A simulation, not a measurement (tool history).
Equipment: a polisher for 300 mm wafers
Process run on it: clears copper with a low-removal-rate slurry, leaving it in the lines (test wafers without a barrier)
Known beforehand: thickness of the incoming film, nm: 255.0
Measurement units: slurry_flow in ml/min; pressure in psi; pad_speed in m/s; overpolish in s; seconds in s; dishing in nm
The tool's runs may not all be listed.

| run | day | slurry_flow | pressure | pad_speed | slurry_solids | overpolish | seconds | dishing |
|---|---|---|---|---|---|---|---|---|
| 1 | 0 | 290 | 2.8 | 1.02 | 1 | 28 | 70.676 | 54.643 |
| 2 | 0.162 | 290 | 3.5 | 1.02 | 1 | 28 | 59.901 | 65.867 |
| 3 | 0.479 | 290 | 3 | 0.98 | 1 | 31 | 72.737 | 61.444 |
| 4 | 0.538 | 290 | 3 | 0.98 | 0.9 | 31 | 72.017 | 60.111 |
| 5 | 0.892 | 290 | 2.7 | 0.96 | 0.9 | 33 | 81.964 | 58.124 |
| 6 | 1.162 | 290 | 2.7 | 0.96 | 0.75 | 33 | 86.33 | 56.008 |

Expected results for the next run?
| 7 | 1.304 | 290 | 2.5 | 0.96 | 0.75 | 34 | ? | ? |

seconds: 92.234 s
dishing: 53.447 nm
